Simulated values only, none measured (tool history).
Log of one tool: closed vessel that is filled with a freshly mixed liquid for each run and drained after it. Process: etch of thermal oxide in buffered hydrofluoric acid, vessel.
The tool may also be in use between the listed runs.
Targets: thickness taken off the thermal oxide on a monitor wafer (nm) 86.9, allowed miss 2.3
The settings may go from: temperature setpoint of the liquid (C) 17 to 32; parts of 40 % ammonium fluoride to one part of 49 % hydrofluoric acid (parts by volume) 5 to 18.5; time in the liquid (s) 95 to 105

| run | day | temperature setpoint of the liquid (C) | parts of 40 % ammonium fluoride to one part of 49 % hydrofluoric acid (parts by volume) | time in the liquid (s) | thickness taken off the thermal oxide on a monitor wafer (nm) |
|---|---|---|---|---|---|
| 1 | 0 | 24 | 11.5 | 95 | 95.888 |
| 2 | 0.079 | 25.5 | 11.5 | 95 | 104.96 |
| 3 | 0.333 | 25 | 11.5 | 95 | 102.45 |
| 4 | 0.6 | 25 | 11.5 | 105 | 112.52 |
| 5 | 0.829 | 25 | 9 | 105 | 137.52 |
| 6 | 0.967 | 25 | 7.5 | 105 | 167.18 |
| 7 | 1.175 | 24 | 8 | 105 | 148.15 |
| 8 | 1.488 | 20 | 9.5 | 105 | 101.12 |
| 9 | 1.521 | 19.5 | 9.5 | 105 | 98.837 |
| 10 | 1.654 | 19 | 9.5 | 105 | 95.158 |
| 11 | 1.946 | 18 | 9.5 | 105 | 90.459 |

Which of these 4 next moves meets every target?
| A | 2.238 | 18.5 | 8.5 | 105 | ? |
| B | 2.238 | 18 | 10 | 105 | ? |
| C | 2.238 | 19 | 8.5 | 95 | ? |
| D | 2.238 | 17.5 | 8.5 | 105 | ? |

| move | thickness taken off the thermal oxide on a monitor wafer (nm) |
|---|---|
| A | 101.76 |
| B | 86.994 |
| C | 94.707 |
| D | 96.153 |
A: further off than the last run
B: meets every target
C: further off than the last run
D: further off than the last run
Move B is the one to make.

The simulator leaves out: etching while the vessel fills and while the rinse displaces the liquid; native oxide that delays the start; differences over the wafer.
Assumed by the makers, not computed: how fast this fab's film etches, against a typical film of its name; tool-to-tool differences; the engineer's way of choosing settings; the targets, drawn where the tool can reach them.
